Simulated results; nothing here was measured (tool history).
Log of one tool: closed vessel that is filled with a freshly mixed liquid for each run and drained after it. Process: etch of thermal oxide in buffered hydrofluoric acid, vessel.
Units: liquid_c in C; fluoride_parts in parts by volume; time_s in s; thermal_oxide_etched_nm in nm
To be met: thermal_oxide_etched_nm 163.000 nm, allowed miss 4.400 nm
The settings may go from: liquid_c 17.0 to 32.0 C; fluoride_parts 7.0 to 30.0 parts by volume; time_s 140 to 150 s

Run 1, day 0.000: liquid_c 24.0 C, fluoride_parts 19.0 parts by volume, time_s 140 s. Result: thermal_oxide_etched_nm 84.779 nm.
Run 2, day 0.338: liquid_c 25.5 C, fluoride_parts 18.0 parts by volume, time_s 140 s. Result: thermal_oxide_etched_nm 97.378 nm.
Run 3, day 0.704: liquid_c 29.0 C, fluoride_parts 18.0 parts by volume, time_s 140 s. Result: thermal_oxide_etched_nm 117.670 nm.
Run 4, day 0.896: liquid_c 29.5 C, fluoride_parts 17.5 parts by volume, time_s 140 s. Result: thermal_oxide_etched_nm 124.600 nm.
Run 5, day 0.962: liquid_c 30.0 C, fluoride_parts 17.0 parts by volume, time_s 140 s. Result: thermal_oxide_etched_nm 131.530 nm.
Run 6, day 1.158: liquid_c 30.5 C, fluoride_parts 16.5 parts by volume, time_s 140 s. Result: thermal_oxide_etched_nm 139.310 nm.
Run 7, day 1.446: liquid_c 31.0 C, fluoride_parts 16.0 parts by volume, time_s 140 s. Result: thermal_oxide_etched_nm 147.920 nm.
Run 8, day 1.521: liquid_c 31.5 C, fluoride_parts 15.5 parts by volume, time_s 140 s. Result: thermal_oxide_etched_nm 156.590 nm.

4 next moves are on the table. One of them brings every result within its allowed miss. Which?
Run A, day 1.596: liquid_c 32.0 C, fluoride_parts 16.5 parts by volume, time_s 140 s. Result: thermal_oxide_etched_nm ?.
Run B, day 1.596: liquid_c 32.0 C, fluoride_parts 17.0 parts by volume, time_s 140 s. Result: thermal_oxide_etched_nm ?.
Run C, day 1.596: liquid_c 30.5 C, fluoride_parts 15.0 parts by volume, time_s 140 s. Result: thermal_oxide_etched_nm ?.
Run D, day 1.596: liquid_c 31.0 C, fluoride_parts 15.5 parts by volume, time_s 150 s. Result: thermal_oxide_etched_nm ?.

move  thermal_oxide_etched_nm
   A                  150.410
   B                  146.080
   C                  152.700
   D                  162.640
A: further off than the last run
B: further off than the last run
C: further off than the last run
D: meets every target
Move D is the one to make.
